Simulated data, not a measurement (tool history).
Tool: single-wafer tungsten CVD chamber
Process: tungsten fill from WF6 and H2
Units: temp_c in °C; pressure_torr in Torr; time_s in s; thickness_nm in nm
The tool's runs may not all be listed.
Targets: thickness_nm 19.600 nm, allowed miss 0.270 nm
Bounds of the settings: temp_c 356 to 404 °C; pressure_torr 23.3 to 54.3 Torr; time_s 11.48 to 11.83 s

run 1 hour=0.0 | temp_c=380 pressure_torr=38.8 time_s=11.48 | thickness_nm=24.554
run 2 hour=3.7 | temp_c=380 pressure_torr=38.8 time_s=11.48 | thickness_nm=24.746
run 3 hour=12.2 | temp_c=380 pressure_torr=38.8 time_s=11.83 | thickness_nm=25.457
run 4 hour=17.4 | temp_c=376 pressure_torr=38.7 time_s=11.83 | thickness_nm=23.618
-- hour=20.0 thermocouple changed; heater temperature recalibrated
run 5 hour=20.0 | temp_c=376 pressure_torr=38.7 time_s=11.83 | thickness_nm=25.219
run 6 hour=26.4 | temp_c=376 pressure_torr=41.9 time_s=11.83 | thickness_nm=25.797
run 7 hour=30.1 | temp_c=370 pressure_torr=41.8 time_s=11.83 | thickness_nm=22.811
run 8 hour=30.7 | temp_c=367 pressure_torr=41.8 time_s=11.83 | thickness_nm=21.571
run 9 hour=32.4 | temp_c=365 pressure_torr=41.8 time_s=11.83 | thickness_nm=20.664

5 next moves are on the table. One of them brings every result within its allowed miss. Which?
run A hour=34.1 | temp_c=361 pressure_torr=44.3 time_s=11.48 | thickness_nm=?
run B hour=34.1 | temp_c=364 pressure_torr=42.4 time_s=11.83 | thickness_nm=?
run C hour=34.1 | temp_c=367 pressure_torr=39.1 time_s=11.48 | thickness_nm=?
run D hour=34.1 | temp_c=367 pressure_torr=35.0 time_s=11.48 | thickness_nm=?
run E hour=34.1 | temp_c=364 pressure_torr=43.7 time_s=11.78 | thickness_nm=?

move=A thickness_nm=18.767
move=B thickness_nm=20.270
move=C thickness_nm=20.344
move=D thickness_nm=19.596
move=E thickness_nm=20.398
A: takes the result that was furthest off past its target
B: nearer than the last run, and not there yet
C: nearer than the last run, and not there yet
D: meets every target
E: nearer than the last run, and not there yet
Answer: D
